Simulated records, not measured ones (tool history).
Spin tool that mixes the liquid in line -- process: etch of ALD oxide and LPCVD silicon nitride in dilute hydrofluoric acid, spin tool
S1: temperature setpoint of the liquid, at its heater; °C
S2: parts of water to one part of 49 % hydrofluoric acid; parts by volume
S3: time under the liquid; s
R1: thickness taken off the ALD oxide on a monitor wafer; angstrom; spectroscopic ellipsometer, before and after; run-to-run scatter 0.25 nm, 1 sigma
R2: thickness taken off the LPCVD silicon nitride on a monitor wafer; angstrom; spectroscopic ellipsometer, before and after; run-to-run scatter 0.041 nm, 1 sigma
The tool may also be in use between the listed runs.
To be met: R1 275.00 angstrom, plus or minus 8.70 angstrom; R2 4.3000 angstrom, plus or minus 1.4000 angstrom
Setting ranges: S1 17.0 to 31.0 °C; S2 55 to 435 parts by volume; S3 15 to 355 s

| run | hour | S1 | S2 | S3 | R1 | R2 |
|---|---|---|---|---|---|---|
| 1 | 0.0 | 23.0 | 245 | 180 | 126.78 | 2.2410 |
| 2 | 3.2 | 23.0 | 215 | 180 | 150.26 | 2.9048 |
| 3 | 9.2 | 23.5 | 205 | 180 | 160.41 | 3.4597 |
| 4 | 12.1 | 23.5 | 205 | 145 | 130.80 | 3.0398 |
| 5 | 19.6 | 23.0 | 185 | 150 | 148.29 | 2.7278 |
| 6 | 28.5 | 23.0 | 135 | 150 | 216.10 | 4.2012 |
| 7 | 30.0 | 23.0 | 130 | 150 | 227.73 | 4.4025 |
| 8 | 34.0 | 23.0 | 130 | 150 | 226.45 | 4.5407 |
| 9 | 36.1 | 22.5 | 125 | 150 | 232.23 | 4.0113 |
| 10 | 42.9 | 22.5 | 120 | 150 | 242.35 | 4.4656 |
| 11 | 50.1 | 22.5 | 115 | 150 | 255.52 | 5.0011 |
| 12 | 54.3 | 22.5 | 95 | 150 | 316.63 | 4.4254 |
| 13 | 61.9 | 22.5 | 105 | 150 | 286.36 | 4.2237 |
|  | 66.6 | hydrofluoric acid flow meter replaced |
| 14 | 66.6 | 22.5 | 110 | 150 | 311.97 | 5.0647 |

Below are 4 possible settings for the next run. Only one of them brings all results inside the allowed miss of their targets. Which is it?
| A | 71.3 | 21.0 | 90 | 105 | ? | ? |
| B | 71.3 | 20.5 | 110 | 135 | ? | ? |
| C | 71.3 | 19.0 | 130 | 185 | ? | ? |
| D | 71.3 | 20.0 | 80 | 145 | ? | ? |

| move | R1 | R2 |
|---|---|---|
| A | 252.65 | 4.2167 |
| B | 254.55 | 4.3071 |
| C | 271.78 | 4.5312 |
| D | 381.01 | 6.1026 |
A: moves the result that the last run missed by most past its target, out the other side
B: moves the result that the last run missed by most past its target, out the other side
C: all results in spec
D: its largest miss is bigger than the last run's
C meets every target.
